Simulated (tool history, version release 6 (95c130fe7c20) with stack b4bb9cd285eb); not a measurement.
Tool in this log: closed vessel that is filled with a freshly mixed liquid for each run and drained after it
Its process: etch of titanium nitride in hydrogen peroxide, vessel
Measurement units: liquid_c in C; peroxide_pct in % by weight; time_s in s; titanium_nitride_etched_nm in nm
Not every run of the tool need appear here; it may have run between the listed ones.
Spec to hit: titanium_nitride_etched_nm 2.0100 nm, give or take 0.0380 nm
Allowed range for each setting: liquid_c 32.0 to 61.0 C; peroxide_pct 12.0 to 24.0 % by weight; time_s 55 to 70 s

| run | hour | liquid_c | peroxide_pct | time_s | titanium_nitride_etched_nm |
|---|---|---|---|---|---|
| 1 | 0.0 | 45.0 | 16.0 | 70 | 3.4860 |
| 2 | 3.5 | 50.5 | 16.0 | 70 | 5.2607 |
| 3 | 8.0 | 50.5 | 16.0 | 70 | 5.2560 |
| 4 | 17.3 | 47.5 | 16.0 | 70 | 4.2306 |
| 5 | 20.8 | 54.5 | 16.0 | 70 | 6.9121 |
| 6 | 26.4 | 54.5 | 16.0 | 70 | 6.9700 |
| 7 | 34.2 | 51.0 | 16.0 | 70 | 5.4083 |
| 8 | 39.2 | 48.0 | 16.0 | 70 | 4.3780 |
| 9 | 40.3 | 45.5 | 16.0 | 70 | 3.6963 |
| 10 | 43.3 | 43.5 | 16.0 | 70 | 3.1476 |
| 11 | 47.2 | 42.0 | 16.0 | 70 | 2.8095 |
| 12 | 51.9 | 41.0 | 16.0 | 70 | 2.5836 |
| 13 | 55.7 | 40.5 | 16.0 | 70 | 2.4815 |
| 14 | 60.5 | 40.0 | 16.0 | 70 | 2.4296 |
| 15 | 64.0 | 39.5 | 16.0 | 70 | 2.2847 |
| 16 | 71.2 | 39.0 | 16.0 | 70 | 2.2340 |
| 17 | 80.0 | 39.0 | 16.0 | 70 | 2.2241 |
| 18 | 87.3 | 38.5 | 16.0 | 70 | 2.1452 |
| 19 | 94.3 | 38.0 | 16.0 | 70 | 2.0702 |

5 next moves are on the table. One of them brings every result within its allowed miss. Which?
| A | 101.3 | 40.0 | 17.5 | 60 | ? |
| B | 101.3 | 40.0 | 14.5 | 60 | ? |
| C | 101.3 | 38.5 | 15.0 | 70 | ? |
| D | 101.3 | 41.0 | 21.5 | 55 | ? |
| E | 101.3 | 38.5 | 13.5 | 70 | ? |

| move | titanium_nitride_etched_nm |
|---|---|
| A | 2.1027 |
| B | 2.0208 |
| C | 2.1145 |
| D | 2.1747 |
| E | 2.0683 |
A: misses by more than the last run did
B: all results land within tolerance of their targets
C: misses by more than the last run did
D: misses by more than the last run did
E: just as far off the targets as the last run
Go with B: it meets all targets.
